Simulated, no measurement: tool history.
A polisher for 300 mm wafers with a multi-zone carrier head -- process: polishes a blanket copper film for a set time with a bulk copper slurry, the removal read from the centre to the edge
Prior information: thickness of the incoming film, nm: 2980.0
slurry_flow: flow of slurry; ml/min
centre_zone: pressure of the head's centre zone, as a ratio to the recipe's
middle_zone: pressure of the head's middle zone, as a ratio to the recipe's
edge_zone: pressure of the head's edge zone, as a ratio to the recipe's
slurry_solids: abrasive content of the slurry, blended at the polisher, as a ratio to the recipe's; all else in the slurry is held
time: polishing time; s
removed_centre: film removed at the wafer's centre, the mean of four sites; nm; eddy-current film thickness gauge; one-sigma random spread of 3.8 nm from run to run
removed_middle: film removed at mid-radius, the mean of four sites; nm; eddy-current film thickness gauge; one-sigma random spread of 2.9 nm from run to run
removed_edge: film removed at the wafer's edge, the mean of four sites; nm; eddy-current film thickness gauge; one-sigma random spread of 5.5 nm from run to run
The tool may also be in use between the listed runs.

run 1 hour=0 | slurry_flow=235 centre_zone=1 middle_zone=1 edge_zone=1 slurry_solids=1 time=44 | removed_centre=331.77 removed_middle=317.32 removed_edge=316.13
run 2 hour=8.3 | slurry_flow=235 centre_zone=1 middle_zone=1 edge_zone=1 slurry_solids=1 time=54 | removed_centre=412.12 removed_middle=389.67 removed_edge=386.08
run 3 hour=9.3 | slurry_flow=235 centre_zone=1.05 middle_zone=1 edge_zone=1 slurry_solids=1 time=54 | removed_centre=417.42 removed_middle=393.07 removed_edge=387.64
run 4 hour=12.7 | slurry_flow=195 centre_zone=1.05 middle_zone=1 edge_zone=1 slurry_solids=1 time=54 | removed_centre=414.05 removed_middle=378.3 removed_edge=388.43
run 5 hour=17.5 | slurry_flow=195 centre_zone=1.05 middle_zone=1.05 edge_zone=1 slurry_solids=1 time=54 | removed_centre=413.65 removed_middle=394.81 removed_edge=386.28
run 6 hour=22.1 | slurry_flow=195 centre_zone=1.05 middle_zone=0.99 edge_zone=1 slurry_solids=1 time=54 | removed_centre=414.98 removed_middle=377.2 removed_edge=381.14
run 7 hour=26.3 | slurry_flow=200 centre_zone=0.97 middle_zone=1.04 edge_zone=1.05 slurry_solids=0.9 time=53 | removed_centre=367.09 removed_middle=374.23 removed_edge=372.62

Run 8 has not been measured yet. What should we expect?
run 8 hour=29 | slurry_flow=200 centre_zone=0.97 middle_zone=1.04 edge_zone=1.05 slurry_solids=0.9 time=53 | removed_centre=? removed_middle=? removed_edge=?

{"run 8": {"removed_centre": 368.6, "removed_middle": 378.1, "removed_edge": 378.95}}
